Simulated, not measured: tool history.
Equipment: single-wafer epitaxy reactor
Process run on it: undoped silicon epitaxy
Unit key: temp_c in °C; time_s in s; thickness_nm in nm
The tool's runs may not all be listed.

{"run": 1, "day": 0.0, "temp_c": 665, "time_s": 376, "thickness_nm": 88.337}
{"run": 2, "day": 0.104, "temp_c": 654, "time_s": 376, "thickness_nm": 67.855}
{"run": 3, "day": 0.171, "temp_c": 663, "time_s": 376, "thickness_nm": 84.232}
{"run": 4, "day": 0.421, "temp_c": 668, "time_s": 376, "thickness_nm": 94.562}
{"day": 0.612, "done": "pyrometer calibrated"}
{"run": 5, "day": 0.612, "temp_c": 666, "time_s": 375, "thickness_nm": 80.938}
{"run": 6, "day": 0.938, "temp_c": 666, "time_s": 417, "thickness_nm": 90.177}
{"run": 7, "day": 1.258, "temp_c": 664, "time_s": 416, "thickness_nm": 85.199}
{"run": 8, "day": 1.4, "temp_c": 662, "time_s": 415, "thickness_nm": 81.015}
{"run": 9, "day": 1.438, "temp_c": 660, "time_s": 414, "thickness_nm": 77.178}

Estimate the outcome of run 10 from the log above:
{"run": 10, "day": 1.692, "temp_c": 659, "time_s": 414, "thickness_nm": "?"}

thickness_nm: 75.341 nm

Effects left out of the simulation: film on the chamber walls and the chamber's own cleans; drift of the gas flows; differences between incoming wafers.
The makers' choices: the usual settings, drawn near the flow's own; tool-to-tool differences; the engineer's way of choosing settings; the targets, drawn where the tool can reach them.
